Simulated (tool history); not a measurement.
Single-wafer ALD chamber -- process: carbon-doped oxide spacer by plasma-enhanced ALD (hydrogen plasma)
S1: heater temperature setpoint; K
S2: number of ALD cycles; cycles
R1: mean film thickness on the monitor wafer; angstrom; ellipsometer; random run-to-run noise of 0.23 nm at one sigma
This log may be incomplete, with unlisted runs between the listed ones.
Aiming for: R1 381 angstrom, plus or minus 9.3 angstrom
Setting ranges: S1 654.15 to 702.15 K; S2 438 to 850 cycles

run 1 day=0 | S1=678.15 S2=644 | R1=319.14
run 2 day=0.033 | S1=673.15 S2=644 | R1=323.8
run 3 day=0.35 | S1=667.15 S2=644 | R1=323.02
run 4 day=0.658 | S1=671.15 S2=644 | R1=323.11
run 5 day=1.033 | S1=666.15 S2=644 | R1=326.42
run 6 day=1.3 | S1=662.15 S2=644 | R1=325.71
run 7 day=1.583 | S1=662.15 S2=670 | R1=337.19
run 8 day=1.904 | S1=662.15 S2=693 | R1=352.13

4 candidate next runs follow, results not yet known. Just one meets every target within its allowed miss. Identify it.
run A day=2.225 | S1=666.15 S2=667 | R1=?
run B day=2.225 | S1=655.15 S2=761 | R1=?
run C day=2.225 | S1=670.15 S2=634 | R1=?
run D day=2.225 | S1=662.15 S2=646 | R1=?

move=A R1=339.19
move=B R1=386.99
move=C R1=322.41
move=D R1=328.51
A: misses by more than the last run did
B: all results in spec
C: misses by more than the last run did
D: misses by more than the last run did
Go with B: it meets all targets.
